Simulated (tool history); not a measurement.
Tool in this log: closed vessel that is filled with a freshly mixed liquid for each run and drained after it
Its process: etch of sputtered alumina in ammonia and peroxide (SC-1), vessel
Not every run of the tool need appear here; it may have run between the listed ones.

run,day,temperature setpoint of the liquid (K),parts of 29 % ammonia solution to one part of 30 % peroxide (parts by volume),time in the liquid (s),thickness taken off the sputtered alumina on a monitor wafer (Å)
1,0.000,321.15,0.95,95,82.710
2,0.338,319.65,0.90,95,74.633
3,0.608,318.65,0.90,95,72.296
4,0.683,318.65,0.90,95,72.682
5,0.754,325.15,0.90,95,101.990
6,1.008,323.15,0.85,95,91.654
7,1.292,321.65,0.85,95,84.431
8,1.350,320.15,0.85,90,72.958
9,1.700,319.15,0.85,90,69.195
# day 1.767: thermometer replaced
10,1.767,318.15,0.85,90,59.675

For run 11, what comes out?
11,1.975,317.65,0.85,90,?

{"run 11": {"thickness taken off the sputtered alumina on a monitor wafer (Å)": 59.43}}

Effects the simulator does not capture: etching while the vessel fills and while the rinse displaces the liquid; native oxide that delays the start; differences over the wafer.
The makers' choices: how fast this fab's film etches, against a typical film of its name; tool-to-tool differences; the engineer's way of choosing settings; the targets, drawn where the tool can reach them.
